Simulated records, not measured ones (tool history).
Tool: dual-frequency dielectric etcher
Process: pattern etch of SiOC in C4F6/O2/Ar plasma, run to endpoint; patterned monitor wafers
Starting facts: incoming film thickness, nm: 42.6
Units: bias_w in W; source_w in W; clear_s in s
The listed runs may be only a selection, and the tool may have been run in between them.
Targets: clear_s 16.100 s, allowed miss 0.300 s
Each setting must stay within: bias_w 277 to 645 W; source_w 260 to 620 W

{"run": 1, "day": 0.0, "bias_w": 461, "source_w": 440, "clear_s": 13.08}
{"run": 2, "day": 0.083, "bias_w": 432, "source_w": 420, "clear_s": 13.783}
{"run": 3, "day": 0.167, "bias_w": 381, "source_w": 420, "clear_s": 14.468}
{"run": 4, "day": 0.479, "bias_w": 442, "source_w": 420, "clear_s": 13.613}
{"run": 5, "day": 0.558, "bias_w": 416, "source_w": 420, "clear_s": 13.936}
{"run": 6, "day": 0.583, "bias_w": 394, "source_w": 420, "clear_s": 14.289}
{"run": 7, "day": 0.954, "bias_w": 376, "source_w": 420, "clear_s": 14.546}
{"run": 8, "day": 1.108, "bias_w": 360, "source_w": 420, "clear_s": 14.76}
{"run": 9, "day": 1.446, "bias_w": 347, "source_w": 420, "clear_s": 15.035}
{"run": 10, "day": 1.533, "bias_w": 337, "source_w": 420, "clear_s": 15.219}

Which single option among these 4 for the next run brings every result within its allowed miss of target? Just one does.
{"run": "A", "day": 1.621, "bias_w": 306, "source_w": 370, "clear_s": "?"}
{"run": "B", "day": 1.621, "bias_w": 283, "source_w": 400, "clear_s": "?"}
{"run": "C", "day": 1.621, "bias_w": 308, "source_w": 410, "clear_s": "?"}
{"run": "D", "day": 1.621, "bias_w": 277, "source_w": 410, "clear_s": "?"}

move=A clear_s=16.828
move=B clear_s=16.792
move=C clear_s=16.021
move=D clear_s=16.757
A: moves the result that the last run missed by most past its target, out the other side
B: moves the result that the last run missed by most past its target, out the other side
C: every result within its allowed miss
D: moves the result that the last run missed by most past its target, out the other side
C is the move that brings every result within its allowed miss.
